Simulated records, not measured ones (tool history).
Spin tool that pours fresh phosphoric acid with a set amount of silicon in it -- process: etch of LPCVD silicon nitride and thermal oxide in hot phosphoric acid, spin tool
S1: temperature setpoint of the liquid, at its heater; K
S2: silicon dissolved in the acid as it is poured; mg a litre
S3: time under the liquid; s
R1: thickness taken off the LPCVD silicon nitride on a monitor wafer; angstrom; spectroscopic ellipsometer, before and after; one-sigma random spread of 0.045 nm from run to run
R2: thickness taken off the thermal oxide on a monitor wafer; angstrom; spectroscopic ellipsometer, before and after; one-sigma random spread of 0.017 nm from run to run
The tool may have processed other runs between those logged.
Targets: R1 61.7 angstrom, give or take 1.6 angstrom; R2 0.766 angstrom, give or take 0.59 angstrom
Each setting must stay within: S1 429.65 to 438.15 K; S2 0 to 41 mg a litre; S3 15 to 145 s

run 1 hour=0 | S1=433.15 S2=18 S3=75 | R1=73.908 R2=1.0438
run 2 hour=2.5 | S1=432.15 S2=18 S3=75 | R1=70.74 R2=1.3563
run 3 hour=10.7 | S1=431.65 S2=22.5 S3=75 | R1=70.046 R2=1.0306
run 4 hour=11.9 | S1=431.65 S2=22.5 S3=95 | R1=88.415 R2=1.2516
run 5 hour=19.2 | S1=429.65 S2=22.5 S3=95 | R1=82.729 R2=1.0804
run 6 hour=21.9 | S1=429.65 S2=22.5 S3=125 | R1=108.6 R2=1.5855
run 7 hour=24.2 | S1=429.65 S2=22.5 S3=110 | R1=94.629 R2=0.90001
run 8 hour=29.6 | S1=429.65 S2=20.5 S3=100 | R1=86.626 R2=1.0094
run 9 hour=37.6 | S1=429.65 S2=23.5 S3=65 | R1=55.815 R2=0.84271
run 10 hour=38.8 | S1=430.15 S2=25 S3=65 | R1=58.225 R2=0.77518
run 11 hour=47.3 | S1=430.65 S2=26 S3=65 | R1=58.588 R2=0.76676
run 12 hour=51.4 | S1=431.15 S2=26.5 S3=65 | R1=58.785 R2=0.59851

Next run, 5 choices. One meets every target within its allowed miss, the rest don't. Which?
run A hour=55.5 | S1=430.15 S2=25 S3=65 | R1=? R2=?
run B hour=55.5 | S1=432.15 S2=31 S3=65 | R1=? R2=?
run C hour=55.5 | S1=430.65 S2=10.5 S3=60 | R1=? R2=?
run D hour=55.5 | S1=432.15 S2=27.5 S3=60 | R1=? R2=?
run E hour=55.5 | S1=432.65 S2=26 S3=60 | R1=? R2=?

move=A R1=57.112 R2=0.67003
move=B R1=61.118 R2=0.6225
move=C R1=53.623 R2=0.9525
move=D R1=56.417 R2=0.65842
move=E R1=57.375 R2=0.72063
A: misses by more than the last run did
B: all results in spec
C: misses by more than the last run did
D: misses by more than the last run did
E: misses by more than the last run did
The right move is B.
